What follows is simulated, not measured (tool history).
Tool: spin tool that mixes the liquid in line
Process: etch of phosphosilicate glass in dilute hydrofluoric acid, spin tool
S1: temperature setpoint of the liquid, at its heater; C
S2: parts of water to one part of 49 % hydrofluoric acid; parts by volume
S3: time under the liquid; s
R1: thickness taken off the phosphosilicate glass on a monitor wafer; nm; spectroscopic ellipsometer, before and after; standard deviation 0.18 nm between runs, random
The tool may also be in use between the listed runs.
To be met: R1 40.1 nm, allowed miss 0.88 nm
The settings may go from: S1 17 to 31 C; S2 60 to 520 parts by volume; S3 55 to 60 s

run 1 day=0 | S1=23 S2=290 S3=55 | R1=24.415
run 2 day=0.038 | S1=25 S2=275 S3=55 | R1=28.192
run 3 day=0.146 | S1=25 S2=275 S3=55 | R1=27.775
run 4 day=0.242 | S1=21.5 S2=275 S3=55 | R1=24.865
run 5 day=0.575 | S1=24 S2=265 S3=55 | R1=28.516
run 6 day=0.679 | S1=24 S2=265 S3=55 | R1=28.394
run 7 day=0.742 | S1=26 S2=260 S3=55 | R1=31.011
run 8 day=1.088 | S1=26 S2=260 S3=55 | R1=31.096
run 9 day=1.304 | S1=27.5 S2=255 S3=55 | R1=33.682
run 10 day=1.412 | S1=28.5 S2=250 S3=55 | R1=35.539
run 11 day=1.521 | S1=29 S2=250 S3=55 | R1=36.419

Exactly one of the 5 candidate moves below puts every result within its allowed miss. Which one?
run A day=1.629 | S1=28.5 S2=245 S3=60 | R1=?
run B day=1.629 | S1=30 S2=245 S3=60 | R1=?
run C day=1.629 | S1=30 S2=275 S3=60 | R1=?
run D day=1.629 | S1=30.5 S2=230 S3=55 | R1=?
run E day=1.629 | S1=30.5 S2=290 S3=55 | R1=?

move=A R1=39.878
move=B R1=41.948
move=C R1=36.109
move=D R1=42.396
move=E R1=31.369
A: every result within its allowed miss
B: moves the result that the last run missed by most past its target, out the other side
C: lands further from the targets than the last run did
D: moves the result that the last run missed by most past its target, out the other side
E: lands further from the targets than the last run did
The right move is A.

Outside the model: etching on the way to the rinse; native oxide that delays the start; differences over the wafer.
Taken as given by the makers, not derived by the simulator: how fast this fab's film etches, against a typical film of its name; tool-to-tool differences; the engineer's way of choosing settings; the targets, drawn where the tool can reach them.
